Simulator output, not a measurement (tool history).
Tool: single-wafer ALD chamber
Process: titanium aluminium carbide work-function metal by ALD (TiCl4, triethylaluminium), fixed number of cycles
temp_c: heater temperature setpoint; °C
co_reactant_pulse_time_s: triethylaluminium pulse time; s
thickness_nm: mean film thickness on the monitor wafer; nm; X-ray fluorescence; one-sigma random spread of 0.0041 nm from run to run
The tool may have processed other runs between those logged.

run,hour,temp_c,co_reactant_pulse_time_s,thickness_nm
1,0,310,12.42,2.0909
2,5.1,310,14.22,2.1113
3,8.4,320,14.22,2.1893
4,9.5,316,13.84,2.1501
5,14.9,313,13.5,2.125
6,18.3,313,15.2,2.1357
7,20.5,310,14.95,2.1106
8,24.5,307,14.72,2.0885
9,30.9,305,14.48,2.0752
10,32.1,303,14.21,2.0456

Run 11, settings as shown, results not yet in. Your forecast:
11,38.5,301,14.06,?

thickness_nm: 2.0398 nm
